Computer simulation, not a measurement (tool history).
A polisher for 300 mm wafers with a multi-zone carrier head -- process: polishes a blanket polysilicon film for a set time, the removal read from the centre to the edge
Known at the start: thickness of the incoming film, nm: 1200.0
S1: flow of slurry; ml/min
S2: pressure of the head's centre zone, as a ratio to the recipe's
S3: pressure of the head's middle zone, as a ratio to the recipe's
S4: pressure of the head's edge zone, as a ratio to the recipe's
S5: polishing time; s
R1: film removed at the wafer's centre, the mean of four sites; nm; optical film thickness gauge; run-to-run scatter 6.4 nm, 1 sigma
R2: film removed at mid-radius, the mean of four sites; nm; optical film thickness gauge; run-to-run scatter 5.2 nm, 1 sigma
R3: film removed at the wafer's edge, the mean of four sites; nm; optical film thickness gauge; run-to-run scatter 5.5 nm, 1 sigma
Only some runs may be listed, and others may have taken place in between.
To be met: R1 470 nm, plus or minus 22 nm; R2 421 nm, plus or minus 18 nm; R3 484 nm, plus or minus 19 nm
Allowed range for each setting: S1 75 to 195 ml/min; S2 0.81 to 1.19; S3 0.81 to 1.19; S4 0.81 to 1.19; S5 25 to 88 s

Run 1, hour 0: S1 125 ml/min, S2 1, S3 1, S4 1, S5 56 s. Result: R1 505.13 nm, R2 510.95 nm, R3 494.96 nm.
Run 2, hour 0.9: S1 125 ml/min, S2 1, S3 1, S4 1.07, S5 56 s. Result: R1 491.41 nm, R2 503.21 nm, R3 518.11 nm.
Run 3, hour 3.6: S1 120 ml/min, S2 1.01, S3 0.98, S4 1.07, S5 56 s. Result: R1 506.21 nm, R2 486.08 nm, R3 509.43 nm.
Run 4, hour 7.4: S1 115 ml/min, S2 1, S3 0.97, S4 1.08, S5 56 s. Result: R1 478.12 nm, R2 476.79 nm, R3 494.24 nm.
Run 5, hour 8.4: S1 110 ml/min, S2 1.01, S3 0.95, S4 1.1, S5 56 s. Result: R1 492.65 nm, R2 464.88 nm, R3 504.21 nm.
Run 6, hour 12.2: S1 110 ml/min, S2 1.01, S3 0.95, S4 1.1, S5 49 s. Result: R1 422.37 nm, R2 408.73 nm, R3 443.67 nm.
Run 7, hour 20.9: S1 115 ml/min, S2 1.02, S3 0.94, S4 1.11, S5 49 s. Result: R1 440.05 nm, R2 406.8 nm, R3 453.41 nm.
Run 8, hour 28.3: S1 120 ml/min, S2 1.02, S3 0.94, S4 1.12, S5 49 s. Result: R1 440.75 nm, R2 416.6 nm, R3 462.12 nm.
Run 9, hour 35.8: S1 125 ml/min, S2 1.03, S3 0.93, S4 1.12, S5 49 s. Result: R1 453.38 nm, R2 414.44 nm, R3 462.84 nm.
Run 10, hour 43.9: S1 125 ml/min, S2 1.03, S3 0.93, S4 1.13, S5 49 s. Result: R1 447.24 nm, R2 417.45 nm, R3 457.11 nm.

Pick the move, out of 5, that brings all results within their allowed miss; only one does.
Run A, hour 52: S1 95 ml/min, S2 0.98, S3 1, S4 1.05, S5 50 s. Result: R1 ?, R2 ?, R3 ?.
Run B, hour 52: S1 125 ml/min, S2 1.04, S3 0.91, S4 1.12, S5 51 s. Result: R1 ?, R2 ?, R3 ?.
Run C, hour 52: S1 165 ml/min, S2 1, S3 0.98, S4 1.05, S5 44 s. Result: R1 ?, R2 ?, R3 ?.
Run D, hour 52: S1 135 ml/min, S2 0.92, S3 0.86, S4 1.18, S5 54 s. Result: R1 ?, R2 ?, R3 ?.
Run E, hour 52: S1 145 ml/min, S2 1.13, S3 1.04, S4 1.09, S5 46 s. Result: R1 ?, R2 ?, R3 ?.

move      R1      R2      R3
   A  400.42  424.18  428.46
   B  475.16  433.03  477.31
   C  421.51  421.86  415.56
   D   453.8  445.89  526.18
   E  484.63  451.85  434.24
A: the biggest miss grows against the last run
B: every result within its allowed miss
C: the biggest miss grows against the last run
D: pushes the last run's worst result past its target
E: the biggest miss grows against the last run
The right move is B.

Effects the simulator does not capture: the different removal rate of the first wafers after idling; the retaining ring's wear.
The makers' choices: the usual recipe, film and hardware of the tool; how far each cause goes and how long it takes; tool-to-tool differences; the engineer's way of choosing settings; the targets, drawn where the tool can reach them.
